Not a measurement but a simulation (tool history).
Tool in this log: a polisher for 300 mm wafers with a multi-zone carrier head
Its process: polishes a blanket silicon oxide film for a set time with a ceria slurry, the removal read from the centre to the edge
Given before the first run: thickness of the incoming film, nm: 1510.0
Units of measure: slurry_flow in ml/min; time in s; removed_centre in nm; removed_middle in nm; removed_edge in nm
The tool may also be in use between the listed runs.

| run | hour | slurry_flow | centre_zone | middle_zone | edge_zone | time | removed_centre | removed_middle | removed_edge |
|---|---|---|---|---|---|---|---|---|---|
| 1 | 0.0 | 140 | 1.00 | 1.00 | 1.00 | 66 | 333.26 | 340.97 | 332.38 |
| 2 | 1.4 | 165 | 1.00 | 1.00 | 1.00 | 66 | 342.47 | 356.64 | 341.32 |
| 3 | 5.7 | 175 | 1.03 | 1.03 | 1.03 | 72 | 379.55 | 384.72 | 376.72 |
| 4 | 7.0 | 175 | 1.03 | 1.03 | 1.07 | 72 | 384.14 | 391.34 | 385.18 |
| 5 | 8.5 | 175 | 0.99 | 1.03 | 1.07 | 72 | 364.19 | 390.79 | 386.50 |
| 6 | 9.2 | 175 | 0.99 | 1.06 | 1.07 | 72 | 372.00 | 397.37 | 380.76 |

Estimate the outcome of run 7 from the log above:
| 7 | 14.5 | 185 | 1.01 | 1.09 | 1.07 | 78 | ? | ? | ? |

{"run 7": {"removed_centre": 413.55, "removed_middle": 434.03, "removed_edge": 413.55}}

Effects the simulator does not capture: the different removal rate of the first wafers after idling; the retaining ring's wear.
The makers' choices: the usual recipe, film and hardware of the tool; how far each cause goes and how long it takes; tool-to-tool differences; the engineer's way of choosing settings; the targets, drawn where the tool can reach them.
